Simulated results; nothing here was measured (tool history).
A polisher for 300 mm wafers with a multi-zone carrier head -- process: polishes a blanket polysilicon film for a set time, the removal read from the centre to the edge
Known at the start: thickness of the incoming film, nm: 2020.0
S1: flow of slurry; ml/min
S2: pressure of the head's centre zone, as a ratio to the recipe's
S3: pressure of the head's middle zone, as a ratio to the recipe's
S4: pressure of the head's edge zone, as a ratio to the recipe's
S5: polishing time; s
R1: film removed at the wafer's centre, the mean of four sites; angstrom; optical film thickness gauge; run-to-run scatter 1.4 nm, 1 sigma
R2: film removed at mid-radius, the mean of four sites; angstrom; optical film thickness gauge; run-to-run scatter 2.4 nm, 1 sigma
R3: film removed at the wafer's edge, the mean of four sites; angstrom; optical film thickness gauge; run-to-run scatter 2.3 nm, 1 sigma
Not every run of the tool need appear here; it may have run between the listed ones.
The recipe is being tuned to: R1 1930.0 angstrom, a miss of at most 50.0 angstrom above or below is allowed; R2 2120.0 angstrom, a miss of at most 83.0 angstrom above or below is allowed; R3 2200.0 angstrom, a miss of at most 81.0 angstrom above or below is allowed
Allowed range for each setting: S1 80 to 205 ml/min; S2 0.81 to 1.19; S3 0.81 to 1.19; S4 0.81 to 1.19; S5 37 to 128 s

Run 1, hour 0.0: S1 135 ml/min, S2 1.00, S3 1.00, S4 1.00, S5 82 s. Result: R1 3999.3 angstrom, R2 4139.1 angstrom, R3 4223.4 angstrom.
Run 2, hour 9.0: S1 125 ml/min, S2 0.96, S3 0.97, S4 0.96, S5 68 s. Result: R1 3109.4 angstrom, R2 3195.6 angstrom, R3 3263.8 angstrom.
Run 3, hour 15.8: S1 115 ml/min, S2 0.91, S3 0.95, S4 0.94, S5 63 s. Result: R1 2701.9 angstrom, R2 2831.6 angstrom, R3 2985.1 angstrom.
Run 4, hour 24.5: S1 115 ml/min, S2 0.86, S3 0.95, S4 0.94, S5 63 s. Result: R1 2631.4 angstrom, R2 2933.7 angstrom, R3 2968.6 angstrom.
Run 5, hour 31.0: S1 115 ml/min, S2 0.86, S3 0.95, S4 0.94, S5 49 s. Result: R1 1994.8 angstrom, R2 2243.9 angstrom, R3 2341.9 angstrom.
At hour 35.3: slurry nozzle cleaned.
Run 6, hour 35.3: S1 115 ml/min, S2 0.89, S3 0.95, S4 0.94, S5 49 s. Result: R1 2355.0 angstrom, R2 2404.7 angstrom, R3 2489.3 angstrom.
Run 7, hour 42.1: S1 110 ml/min, S2 0.87, S3 0.94, S4 0.93, S5 47 s. Result: R1 2156.6 angstrom, R2 2312.6 angstrom, R3 2346.5 angstrom.
Run 8, hour 46.9: S1 110 ml/min, S2 0.86, S3 0.93, S4 0.93, S5 46 s. Result: R1 2098.2 angstrom, R2 2271.2 angstrom, R3 2317.4 angstrom.
Run 9, hour 53.9: S1 110 ml/min, S2 0.85, S3 0.92, S4 0.94, S5 45 s. Result: R1 2026.1 angstrom, R2 2165.3 angstrom, R3 2250.4 angstrom.
Run 10, hour 62.4: S1 110 ml/min, S2 0.84, S3 0.92, S4 0.94, S5 45 s. Result: R1 2029.1 angstrom, R2 2164.1 angstrom, R3 2261.6 angstrom.
Run 11, hour 69.0: S1 110 ml/min, S2 0.83, S3 0.92, S4 0.94, S5 45 s. Result: R1 1998.5 angstrom, R2 2189.0 angstrom, R3 2280.0 angstrom.

Which of these 5 next moves meets every target?
Run A, hour 75.6: S1 100 ml/min, S2 0.97, S3 0.89, S4 0.96, S5 45 s. Result: R1 ?, R2 ?, R3 ?.
Run B, hour 75.6: S1 120 ml/min, S2 0.81, S3 0.92, S4 0.96, S5 43 s. Result: R1 ?, R2 ?, R3 ?.
Run C, hour 75.6: S1 110 ml/min, S2 0.91, S3 0.96, S4 0.87, S5 43 s. Result: R1 ?, R2 ?, R3 ?.
Run D, hour 75.6: S1 105 ml/min, S2 0.82, S3 0.86, S4 0.99, S5 44 s. Result: R1 ?, R2 ?, R3 ?.
Run E, hour 75.6: S1 90 ml/min, S2 0.86, S3 0.95, S4 0.90, S5 49 s. Result: R1 ?, R2 ?, R3 ?.

move      R1      R2      R3
   A  2134.7  2043.2  2192.0
   B  1926.9  2116.7  2171.6
   C  2022.7  2138.3  2039.8
   D  1901.3  1975.1  2198.6
   E  2056.3  2261.6  2258.7
A: misses by more than the last run did
B: all results land within tolerance of their targets
C: misses by more than the last run did
D: puts the biggest miss on target and leaves a different result outside tolerance
E: misses by more than the last run did
Answer: B
